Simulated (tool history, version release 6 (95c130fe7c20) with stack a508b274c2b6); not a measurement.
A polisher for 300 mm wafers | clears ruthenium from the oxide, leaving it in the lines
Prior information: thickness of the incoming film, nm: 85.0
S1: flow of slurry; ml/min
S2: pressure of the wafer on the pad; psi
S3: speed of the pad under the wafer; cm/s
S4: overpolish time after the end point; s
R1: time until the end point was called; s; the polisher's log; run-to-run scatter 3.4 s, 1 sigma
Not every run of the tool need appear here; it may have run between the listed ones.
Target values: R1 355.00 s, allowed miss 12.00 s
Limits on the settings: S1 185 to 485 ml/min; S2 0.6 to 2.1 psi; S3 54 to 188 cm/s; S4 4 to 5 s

run 1 hour=0.0 | S1=310 S2=1.3 S3=120 S4=5 | R1=119.14
run 2 hour=0.6 | S1=310 S2=1.1 S3=120 S4=5 | R1=139.53
run 3 hour=4.1 | S1=310 S2=1.3 S3=120 S4=5 | R1=119.14
run 4 hour=8.4 | S1=305 S2=1.1 S3=100 S4=5 | R1=165.44
run 5 hour=13.9 | S1=300 S2=0.9 S3=86 S4=5 | R1=235.98
run 6 hour=21.8 | S1=295 S2=0.8 S3=82 S4=5 | R1=278.15
run 7 hour=27.5 | S1=285 S2=0.7 S3=82 S4=5 | R1=310.51
run 8 hour=34.4 | S1=270 S2=0.7 S3=82 S4=5 | R1=319.37
run 9 hour=39.3 | S1=250 S2=0.7 S3=82 S4=5 | R1=315.74
run 10 hour=47.7 | S1=245 S2=0.7 S3=82 S4=5 | R1=316.27
run 11 hour=53.9 | S1=240 S2=0.7 S3=82 S4=5 | R1=315.38
run 12 hour=58.9 | S1=235 S2=0.6 S3=82 S4=5 | R1=371.41
run 13 hour=65.7 | S1=245 S2=0.6 S3=82 S4=5 | R1=374.43
run 14 hour=68.5 | S1=255 S2=0.6 S3=82 S4=5 | R1=368.56
run 15 hour=74.3 | S1=260 S2=0.6 S3=82 S4=5 | R1=368.42

Next run, 4 choices. One meets every target within its allowed miss, the rest don't. Which?
run A hour=80.1 | S1=260 S2=0.7 S3=68 S4=5 | R1=?
run B hour=80.1 | S1=345 S2=0.6 S3=74 S4=5 | R1=?
run C hour=80.1 | S1=300 S2=0.6 S3=84 S4=5 | R1=?
run D hour=80.1 | S1=355 S2=0.6 S3=78 S4=4 | R1=?

move=A R1=377.34
move=B R1=392.26
move=C R1=351.71
move=D R1=372.22
A: misses by more than the last run did
B: misses by more than the last run did
C: all results in spec
D: misses by more than the last run did
Go with C: it meets all targets.

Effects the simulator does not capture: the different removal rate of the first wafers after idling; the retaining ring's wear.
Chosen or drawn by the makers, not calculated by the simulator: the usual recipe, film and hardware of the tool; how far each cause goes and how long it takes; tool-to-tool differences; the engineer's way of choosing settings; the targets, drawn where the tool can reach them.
